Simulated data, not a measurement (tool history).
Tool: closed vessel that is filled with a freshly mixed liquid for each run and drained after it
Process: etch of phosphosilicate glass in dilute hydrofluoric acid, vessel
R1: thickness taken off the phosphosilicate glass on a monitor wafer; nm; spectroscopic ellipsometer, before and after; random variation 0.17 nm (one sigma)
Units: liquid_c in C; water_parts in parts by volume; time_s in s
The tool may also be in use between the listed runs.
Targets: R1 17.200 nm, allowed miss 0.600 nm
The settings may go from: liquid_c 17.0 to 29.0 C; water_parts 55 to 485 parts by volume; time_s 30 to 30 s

Run 1, hour 0.0: liquid_c 21.0 C, water_parts 270 parts by volume, time_s 30 s. Result: R1 10.558 nm.
Run 2, hour 3.0: liquid_c 21.0 C, water_parts 270 parts by volume, time_s 30 s. Result: R1 10.444 nm.
Run 3, hour 9.9: liquid_c 22.5 C, water_parts 260 parts by volume, time_s 30 s. Result: R1 11.773 nm.
Run 4, hour 14.0: liquid_c 22.5 C, water_parts 220 parts by volume, time_s 30 s. Result: R1 14.060 nm.
Run 5, hour 21.7: liquid_c 22.5 C, water_parts 170 parts by volume, time_s 30 s. Result: R1 19.813 nm.
Run 6, hour 28.8: liquid_c 22.5 C, water_parts 170 parts by volume, time_s 30 s. Result: R1 19.751 nm.
Run 7, hour 30.3: liquid_c 22.0 C, water_parts 170 parts by volume, time_s 30 s. Result: R1 19.763 nm.
Run 8, hour 37.5: liquid_c 21.5 C, water_parts 170 parts by volume, time_s 30 s. Result: R1 19.070 nm.
Run 9, hour 38.7: liquid_c 21.0 C, water_parts 170 parts by volume, time_s 30 s. Result: R1 18.384 nm.

4 next moves are on the table. One of them brings every result within its allowed miss. Which?
Run A, hour 39.9: liquid_c 20.5 C, water_parts 160 parts by volume, time_s 30 s. Result: R1 ?.
Run B, hour 39.9: liquid_c 19.0 C, water_parts 170 parts by volume, time_s 30 s. Result: R1 ?.
Run C, hour 39.9: liquid_c 24.0 C, water_parts 185 parts by volume, time_s 30 s. Result: R1 ?.
Run D, hour 39.9: liquid_c 23.0 C, water_parts 185 parts by volume, time_s 30 s. Result: R1 ?.

move      R1
   A  19.610
   B  17.218
   C  18.885
   D  18.190
A: further off than the last run
B: meets every target
C: further off than the last run
D: nearer than the last run, and not there yet
Answer: B
